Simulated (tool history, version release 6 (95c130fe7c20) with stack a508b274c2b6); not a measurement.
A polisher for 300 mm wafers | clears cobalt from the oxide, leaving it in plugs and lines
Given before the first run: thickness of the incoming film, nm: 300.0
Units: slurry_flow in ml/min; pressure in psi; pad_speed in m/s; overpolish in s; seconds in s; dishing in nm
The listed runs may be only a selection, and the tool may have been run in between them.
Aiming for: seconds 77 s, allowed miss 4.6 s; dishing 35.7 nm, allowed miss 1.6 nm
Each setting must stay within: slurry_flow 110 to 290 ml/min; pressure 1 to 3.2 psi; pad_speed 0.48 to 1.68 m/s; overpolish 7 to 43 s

run 1 hour=0 | slurry_flow=185 pressure=2.1 pad_speed=1.08 overpolish=22 | seconds=48.301 dishing=61.933
run 2 hour=7.6 | slurry_flow=185 pressure=2 pad_speed=1.06 overpolish=19 | seconds=51.221 dishing=55.5
run 3 hour=16.6 | slurry_flow=185 pressure=2 pad_speed=0.84 overpolish=19 | seconds=59.499 dishing=50.002
run 4 hour=20.3 | slurry_flow=230 pressure=2 pad_speed=0.84 overpolish=19 | seconds=59.607 dishing=52.486
run 5 hour=21 | slurry_flow=230 pressure=2 pad_speed=0.94 overpolish=19 | seconds=54.429 dishing=54.292
run 6 hour=22.2 | slurry_flow=230 pressure=1.9 pad_speed=0.92 overpolish=17 | seconds=58.046 dishing=48.727
run 7 hour=29.6 | slurry_flow=230 pressure=1.8 pad_speed=0.92 overpolish=16 | seconds=62.101 dishing=45.716
run 8 hour=38.6 | slurry_flow=230 pressure=1.7 pad_speed=0.92 overpolish=15 | seconds=64.384 dishing=42.168
run 9 hour=44.6 | slurry_flow=230 pressure=1.6 pad_speed=0.92 overpolish=15 | seconds=69.493 dishing=39.342
run 10 hour=47.5 | slurry_flow=230 pressure=1.6 pad_speed=0.92 overpolish=15 | seconds=68.66 dishing=40.095
run 11 hour=50.3 | slurry_flow=230 pressure=1.5 pad_speed=0.92 overpolish=15 | seconds=72.732 dishing=38.989

Which of these 5 next moves meets every target?
run A hour=53.1 | slurry_flow=265 pressure=1.4 pad_speed=0.98 overpolish=20 | seconds=? dishing=?
run B hour=53.1 | slurry_flow=155 pressure=1.2 pad_speed=1.24 overpolish=14 | seconds=? dishing=?
run C hour=53.1 | slurry_flow=235 pressure=1.6 pad_speed=0.72 overpolish=18 | seconds=? dishing=?
run D hour=53.1 | slurry_flow=270 pressure=1.3 pad_speed=0.98 overpolish=19 | seconds=? dishing=?
run E hour=53.1 | slurry_flow=215 pressure=1 pad_speed=1.3 overpolish=18 | seconds=? dishing=?

move=A seconds=73.747 dishing=47.161
move=B seconds=78.033 dishing=35.625
move=C seconds=79.604 dishing=41.951
move=D seconds=79.002 dishing=43.709
move=E seconds=85.5 dishing=39.97
A: moves away from the targets compared with the last run
B: each result inside its tolerance
C: moves away from the targets compared with the last run
D: moves away from the targets compared with the last run
E: moves away from the targets compared with the last run
Move B is the one to make.
